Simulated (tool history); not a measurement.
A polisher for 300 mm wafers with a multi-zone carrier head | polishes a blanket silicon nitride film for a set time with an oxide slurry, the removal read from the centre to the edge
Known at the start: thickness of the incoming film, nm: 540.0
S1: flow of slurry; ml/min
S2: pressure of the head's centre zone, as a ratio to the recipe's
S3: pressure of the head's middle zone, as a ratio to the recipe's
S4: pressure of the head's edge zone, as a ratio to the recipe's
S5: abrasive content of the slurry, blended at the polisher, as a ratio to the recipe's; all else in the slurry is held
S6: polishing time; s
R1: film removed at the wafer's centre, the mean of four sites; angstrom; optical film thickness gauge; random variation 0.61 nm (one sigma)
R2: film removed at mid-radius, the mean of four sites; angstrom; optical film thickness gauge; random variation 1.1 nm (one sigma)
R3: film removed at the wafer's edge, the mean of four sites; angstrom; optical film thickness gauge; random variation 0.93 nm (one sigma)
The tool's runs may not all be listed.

Run 1, hour 0: S1 160 ml/min, S2 1, S3 1, S4 1, S5 1, S6 78 s. Result: R1 848.33 angstrom, R2 833.86 angstrom, R3 857.74 angstrom.
Run 2, hour 1.5: S1 165 ml/min, S2 1, S3 1.02, S4 1.01, S5 1, S6 78 s. Result: R1 856.08 angstrom, R2 832.61 angstrom, R3 849.77 angstrom.
Run 3, hour 8.8: S1 165 ml/min, S2 1, S3 1.02, S4 1.09, S5 1, S6 78 s. Result: R1 853.8 angstrom, R2 845.1 angstrom, R3 884.15 angstrom.
Run 4, hour 16: S1 170 ml/min, S2 1, S3 1.04, S4 1.1, S5 1.05, S6 78 s. Result: R1 883.11 angstrom, R2 886.11 angstrom, R3 901.51 angstrom.
Run 5, hour 19.8: S1 170 ml/min, S2 1, S3 1.04, S4 1.1, S5 1.25, S6 78 s. Result: R1 938.51 angstrom, R2 911.99 angstrom, R3 951.42 angstrom.
Run 6, hour 23.4: S1 170 ml/min, S2 1, S3 0.98, S4 1.1, S5 1.25, S6 78 s. Result: R1 945.72 angstrom, R2 893.75 angstrom, R3 971.76 angstrom.
Run 7, hour 31.9: S1 175 ml/min, S2 0.99, S3 1, S4 1.1, S5 1.25, S6 78 s. Result: R1 937.36 angstrom, R2 908.21 angstrom, R3 977.5 angstrom.

Forecast run 8:
Run 8, hour 39.9: S1 180 ml/min, S2 0.99, S3 1.02, S4 1.1, S5 1.25, S6 78 s. Result: R1 ?, R2 ?, R3 ?.

{"run 8": {"R1": 934.48, "R2": 916.4, "R3": 982.74}}
